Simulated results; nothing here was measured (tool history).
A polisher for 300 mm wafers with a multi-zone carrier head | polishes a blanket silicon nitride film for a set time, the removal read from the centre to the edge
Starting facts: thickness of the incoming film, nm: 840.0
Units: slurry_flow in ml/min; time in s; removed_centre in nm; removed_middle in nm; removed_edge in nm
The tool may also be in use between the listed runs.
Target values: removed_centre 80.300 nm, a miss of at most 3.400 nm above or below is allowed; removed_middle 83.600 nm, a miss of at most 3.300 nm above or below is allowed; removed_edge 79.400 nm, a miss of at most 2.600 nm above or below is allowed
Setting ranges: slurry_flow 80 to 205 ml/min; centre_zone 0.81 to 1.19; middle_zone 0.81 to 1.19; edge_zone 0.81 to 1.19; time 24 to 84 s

| run | day | slurry_flow | centre_zone | middle_zone | edge_zone | time | removed_centre | removed_middle | removed_edge |
|---|---|---|---|---|---|---|---|---|---|
| 1 | 0.000 | 135 | 1.00 | 1.00 | 1.00 | 54 | 102.070 | 104.930 | 103.750 |
| 2 | 0.262 | 135 | 1.00 | 1.00 | 1.00 | 59 | 113.340 | 112.890 | 114.260 |
| 3 | 0.550 | 135 | 1.00 | 0.96 | 1.00 | 59 | 112.060 | 110.420 | 112.310 |
| 4 | 0.817 | 130 | 0.98 | 0.94 | 0.95 | 55 | 102.470 | 99.010 | 101.350 |
| 5 | 0.929 | 130 | 0.94 | 0.94 | 0.95 | 55 | 96.450 | 100.230 | 100.860 |
| 6 | 1.021 | 115 | 0.94 | 0.94 | 0.95 | 55 | 94.126 | 97.168 | 99.706 |
| 7 | 1.254 | 120 | 0.93 | 0.94 | 0.91 | 52 | 88.723 | 91.373 | 92.010 |
|  | 1.525 | edge zone pressure recalibrated |
| 8 | 1.525 | 120 | 0.93 | 0.95 | 0.88 | 51 | 86.537 | 90.925 | 86.155 |
| 9 | 1.804 | 110 | 0.93 | 0.94 | 0.86 | 51 | 85.916 | 88.564 | 83.492 |
| 10 | 1.925 | 105 | 0.92 | 0.93 | 0.85 | 51 | 79.863 | 85.054 | 83.044 |
| 11 | 2.133 | 105 | 0.93 | 0.93 | 0.84 | 51 | 83.626 | 86.756 | 82.626 |

Below are 5 possible settings for the next run. Only one of them brings all results inside the allowed miss of their targets. Which is it?
| A | 2.342 | 140 | 0.82 | 0.94 | 0.89 | 45 | ? | ? | ? |
| B | 2.342 | 110 | 0.99 | 1.01 | 0.97 | 45 | ? | ? | ? |
| C | 2.342 | 100 | 0.91 | 1.00 | 0.81 | 51 | ? | ? | ? |
| D | 2.342 | 125 | 0.97 | 0.89 | 0.81 | 48 | ? | ? | ? |
| E | 2.342 | 100 | 0.82 | 1.00 | 0.90 | 52 | ? | ? | ? |

| move | removed_centre | removed_middle | removed_edge |
|---|---|---|---|
| A | 70.345 | 83.393 | 78.283 |
| B | 79.300 | 83.158 | 77.935 |
| C | 79.766 | 90.765 | 79.737 |
| D | 86.177 | 82.671 | 78.595 |
| E | 73.218 | 92.578 | 85.226 |
A: brings the last run's worst result on target, with another outside its allowed miss
B: every result lands within tolerance
C: brings the last run's worst result on target, with another outside its allowed miss
D: brings the last run's worst result on target, with another outside its allowed miss
E: moves away from the targets compared with the last run
Answer: B
